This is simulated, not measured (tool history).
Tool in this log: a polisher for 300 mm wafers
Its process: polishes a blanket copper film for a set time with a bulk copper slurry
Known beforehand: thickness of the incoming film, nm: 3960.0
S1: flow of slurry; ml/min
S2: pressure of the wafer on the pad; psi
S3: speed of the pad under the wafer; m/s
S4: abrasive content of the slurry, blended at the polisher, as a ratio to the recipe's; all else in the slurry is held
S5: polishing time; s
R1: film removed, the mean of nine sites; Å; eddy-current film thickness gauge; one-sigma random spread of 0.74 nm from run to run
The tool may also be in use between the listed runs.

| run | hour | S1 | S2 | S3 | S4 | S5 | R1 |
|---|---|---|---|---|---|---|---|
| 1 | 0 | 135 | 1.6 | 1.2 | 1 | 32 | 1646.8 |
| 2 | 7.6 | 135 | 1.8 | 1.2 | 1 | 32 | 1879.1 |
| 3 | 11.3 | 130 | 1.7 | 1.2 | 1 | 32 | 1765.3 |
| 4 | 14 | 130 | 1.6 | 1.2 | 1 | 32 | 1664 |
| 5 | 22 | 130 | 1.6 | 1.2 | 0.8 | 32 | 1580.4 |
| 6 | 23.9 | 130 | 1.6 | 1.2 | 0.85 | 32 | 1612.5 |
| 7 | 31.6 | 130 | 1.5 | 1.2 | 0.85 | 32 | 1505.8 |
| 8 | 39.3 | 130 | 1.4 | 1.2 | 0.85 | 32 | 1411.9 |
| 9 | 43.5 | 120 | 1.2 | 1.2 | 0.85 | 32 | 1185.2 |

The next listed run, before its measurement:
| 10 | 52.4 | 115 | 1.2 | 1.2 | 0.85 | 32 | ? |

R1: 1185.6 Å
